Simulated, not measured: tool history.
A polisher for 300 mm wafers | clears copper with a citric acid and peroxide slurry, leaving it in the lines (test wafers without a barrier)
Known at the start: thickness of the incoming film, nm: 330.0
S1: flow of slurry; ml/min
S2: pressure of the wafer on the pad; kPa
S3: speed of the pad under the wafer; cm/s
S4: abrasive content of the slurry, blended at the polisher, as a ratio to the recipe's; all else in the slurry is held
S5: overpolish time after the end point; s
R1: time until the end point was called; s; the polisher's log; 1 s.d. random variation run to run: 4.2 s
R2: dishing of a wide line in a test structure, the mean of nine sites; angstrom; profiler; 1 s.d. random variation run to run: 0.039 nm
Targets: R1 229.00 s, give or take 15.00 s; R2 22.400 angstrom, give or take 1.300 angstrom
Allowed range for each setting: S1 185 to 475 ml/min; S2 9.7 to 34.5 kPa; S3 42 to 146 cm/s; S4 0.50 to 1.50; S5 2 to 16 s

{"run": 1, "day": 0.0, "S1": 305, "S2": 22.1, "S3": 94, "S4": 1.0, "S5": 8, "R1": 171.66, "R2": 89.493}
{"run": 2, "day": 0.271, "S1": 305, "S2": 21.4, "S3": 92, "S4": 1.0, "S5": 7, "R1": 188.71, "R2": 79.619}
{"run": 3, "day": 0.642, "S1": 305, "S2": 24.8, "S3": 92, "S4": 1.0, "S5": 7, "R1": 159.58, "R2": 86.317}
{"run": 4, "day": 0.892, "S1": 290, "S2": 24.8, "S3": 86, "S4": 0.95, "S5": 6, "R1": 173.07, "R2": 73.527}
{"run": 5, "day": 1.158, "S1": 280, "S2": 24.8, "S3": 82, "S4": 0.9, "S5": 6, "R1": 182.43, "R2": 70.172}
{"run": 6, "day": 1.5, "S1": 220, "S2": 24.8, "S3": 82, "S4": 0.9, "S5": 6, "R1": 192.17, "R2": 70.743}
{"run": 7, "day": 1.808, "S1": 250, "S2": 24.8, "S3": 78, "S4": 0.85, "S5": 6, "R1": 201.3, "R2": 69.16}
{"run": 8, "day": 2.054, "S1": 275, "S2": 24.1, "S3": 74, "S4": 0.9, "S5": 6, "R1": 195.72, "R2": 65.791}
{"run": 9, "day": 2.362, "S1": 295, "S2": 22.8, "S3": 70, "S4": 0.95, "S5": 6, "R1": 218.1, "R2": 61.132}
{"run": 10, "day": 2.55, "S1": 315, "S2": 22.1, "S3": 66, "S4": 1.0, "S5": 6, "R1": 216.57, "R2": 60.511}
{"run": 11, "day": 2.783, "S1": 330, "S2": 21.4, "S3": 64, "S4": 0.95, "S5": 6, "R1": 238.38, "R2": 56.832}
{"run": 12, "day": 2.846, "S1": 330, "S2": 21.4, "S3": 64, "S4": 0.95, "S5": 6, "R1": 241.64, "R2": 58.93}
{"run": 13, "day": 3.196, "S1": 315, "S2": 20.7, "S3": 62, "S4": 1.0, "S5": 6, "R1": 248.92, "R2": 55.918}
{"run": 14, "day": 3.392, "S1": 330, "S2": 20.0, "S3": 60, "S4": 1.05, "S5": 6, "R1": 253.8, "R2": 55.714}
{"run": 15, "day": 3.742, "S1": 345, "S2": 20.0, "S3": 58, "S4": 1.0, "S5": 6, "R1": 260.11, "R2": 54.229}
{"run": 16, "day": 4.054, "S1": 345, "S2": 20.0, "S3": 58, "S4": 1.0, "S5": 6, "R1": 265.08, "R2": 53.673}
{"run": 17, "day": 4.225, "S1": 360, "S2": 19.3, "S3": 56, "S4": 1.05, "S5": 6, "R1": 263.02, "R2": 50.857}
{"run": 18, "day": 4.4, "S1": 370, "S2": 18.6, "S3": 54, "S4": 1.1, "S5": 6, "R1": 282.33, "R2": 50.624}
{"run": 19, "day": 4.575, "S1": 380, "S2": 18.6, "S3": 52, "S4": 1.05, "S5": 6, "R1": 286.26, "R2": 49.204}
{"run": 20, "day": 4.817, "S1": 390, "S2": 18.6, "S3": 50, "S4": 1.1, "S5": 6, "R1": 286.5, "R2": 48.721}
{"run": 21, "day": 4.954, "S1": 390, "S2": 18.6, "S3": 50, "S4": 1.1, "S5": 6, "R1": 293.66, "R2": 48.341}
{"run": 22, "day": 5.125, "S1": 400, "S2": 18.6, "S3": 50, "S4": 1.15, "S5": 6, "R1": 283.59, "R2": 48.82}
{"run": 23, "day": 5.217, "S1": 410, "S2": 18.6, "S3": 50, "S4": 1.2, "S5": 6, "R1": 288.05, "R2": 48.184}

5 candidate next runs follow, results not yet known. Just one meets every target within its allowed miss. Identify it.
{"run": "A", "day": 5.308, "S1": 450, "S2": 16.5, "S3": 42, "S4": 1.05, "S5": 2, "R1": "?", "R2": "?"}
{"run": "B", "day": 5.308, "S1": 430, "S2": 13.1, "S3": 46, "S4": 1.3, "S5": 6, "R1": "?", "R2": "?"}
{"run": "C", "day": 5.308, "S1": 475, "S2": 21.4, "S3": 72, "S4": 1.2, "S5": 2, "R1": "?", "R2": "?"}
{"run": "D", "day": 5.308, "S1": 450, "S2": 21.4, "S3": 64, "S4": 1.1, "S5": 2, "R1": "?", "R2": "?"}
{"run": "E", "day": 5.308, "S1": 425, "S2": 17.9, "S3": 66, "S4": 1.2, "S5": 13, "R1": "?", "R2": "?"}

move=A R1=346.76 R2=14.612
move=B R1=363.07 R2=38.836
move=C R1=197.11 R2=24.909
move=D R1=219.36 R2=22.549
move=E R1=239.05 R2=99.414
A: the result that was furthest off in the last run now lies on the other side of its target
B: closer than the last run, but not yet in spec
C: closer than the last run, but not yet in spec
D: every result within its allowed miss
E: further off than the last run
The right move is D.
